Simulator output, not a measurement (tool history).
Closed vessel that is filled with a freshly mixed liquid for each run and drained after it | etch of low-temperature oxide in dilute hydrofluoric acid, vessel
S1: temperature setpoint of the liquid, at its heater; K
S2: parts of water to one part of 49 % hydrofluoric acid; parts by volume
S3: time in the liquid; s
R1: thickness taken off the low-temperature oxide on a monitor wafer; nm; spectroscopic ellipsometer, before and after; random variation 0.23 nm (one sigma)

run 1 hour=0.0 | S1=297.15 S2=100 S3=185 | R1=28.087
run 2 hour=3.1 | S1=299.15 S2=90 S3=185 | R1=34.128
run 3 hour=8.6 | S1=300.65 S2=80 S3=185 | R1=41.146
run 4 hour=10.3 | S1=301.65 S2=75 S3=185 | R1=46.134
run 5 hour=11.4 | S1=302.65 S2=70 S3=185 | R1=51.706
run 6 hour=18.4 | S1=302.65 S2=85 S3=185 | R1=41.692
run 7 hour=20.8 | S1=303.15 S2=80 S3=185 | R1=45.583

The next listed run, before its measurement:
run 8 hour=25.7 | S1=303.65 S2=75 S3=185 | R1=?

R1: 49.415 nm
